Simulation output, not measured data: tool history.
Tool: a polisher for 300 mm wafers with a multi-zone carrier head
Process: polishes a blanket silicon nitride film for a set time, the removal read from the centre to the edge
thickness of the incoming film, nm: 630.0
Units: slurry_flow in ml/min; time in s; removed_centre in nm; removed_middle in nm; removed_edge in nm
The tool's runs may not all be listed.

run 1 day=0.000 | slurry_flow=125 centre_zone=1.00 middle_zone=1.00 edge_zone=1.00 time=70 | removed_centre=152.77 removed_middle=153.11 removed_edge=147.16
run 2 day=0.279 | slurry_flow=130 centre_zone=1.01 middle_zone=0.99 edge_zone=1.01 time=70 | removed_centre=153.13 removed_middle=155.27 removed_edge=151.96
run 3 day=0.517 | slurry_flow=130 centre_zone=1.01 middle_zone=0.99 edge_zone=1.01 time=80 | removed_centre=175.76 removed_middle=178.33 removed_edge=172.46
run 4 day=0.621 | slurry_flow=125 centre_zone=1.02 middle_zone=0.98 edge_zone=1.00 time=80 | removed_centre=179.07 removed_middle=174.48 removed_edge=172.32
run 5 day=0.862 | slurry_flow=135 centre_zone=1.02 middle_zone=0.98 edge_zone=1.00 time=80 | removed_centre=176.18 removed_middle=179.77 removed_edge=172.39
run 6 day=1.171 | slurry_flow=135 centre_zone=1.02 middle_zone=1.06 edge_zone=1.00 time=80 | removed_centre=181.92 removed_middle=188.40 removed_edge=172.27
run 7 day=1.233 | slurry_flow=125 centre_zone=1.03 middle_zone=1.04 edge_zone=0.99 time=80 | removed_centre=176.35 removed_middle=185.64 removed_edge=170.92
run 8 day=1.321 | slurry_flow=125 centre_zone=1.03 middle_zone=1.04 edge_zone=0.99 time=80 | removed_centre=178.83 removed_middle=183.22 removed_edge=170.16
run 9 day=1.433 | slurry_flow=120 centre_zone=1.04 middle_zone=1.02 edge_zone=0.98 time=80 | removed_centre=177.68 removed_middle=177.36 removed_edge=167.95
run 10 day=1.758 | slurry_flow=115 centre_zone=1.05 middle_zone=1.01 edge_zone=0.98 time=80 | removed_centre=176.53 removed_middle=175.26 removed_edge=166.60

The next listed run, before its measurement:
run 11 day=2.054 | slurry_flow=110 centre_zone=1.06 middle_zone=0.99 edge_zone=0.98 time=80 | removed_centre=? removed_middle=? removed_edge=?

{"run 11": {"removed_centre": 173.03, "removed_middle": 168.5, "removed_edge": 165.29}}
